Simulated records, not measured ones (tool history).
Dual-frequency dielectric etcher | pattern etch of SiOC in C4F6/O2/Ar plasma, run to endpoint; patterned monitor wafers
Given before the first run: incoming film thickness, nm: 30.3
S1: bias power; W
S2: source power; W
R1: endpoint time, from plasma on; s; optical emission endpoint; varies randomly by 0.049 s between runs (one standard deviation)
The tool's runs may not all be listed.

run 1 hour=0.0 | S1=560 S2=430 | R1=9.3849
run 2 hour=5.0 | S1=587 S2=430 | R1=9.1376
run 3 hour=8.3 | S1=603 S2=430 | R1=8.9097
run 4 hour=15.3 | S1=610 S2=430 | R1=8.9504
run 5 hour=18.9 | S1=610 S2=390 | R1=9.3319
run 6 hour=24.3 | S1=631 S2=390 | R1=9.3082
run 7 hour=28.4 | S1=655 S2=390 | R1=9.0732

Forecast run 8:
run 8 hour=29.6 | S1=670 S2=390 | R1=?

R1: 9.0616 s
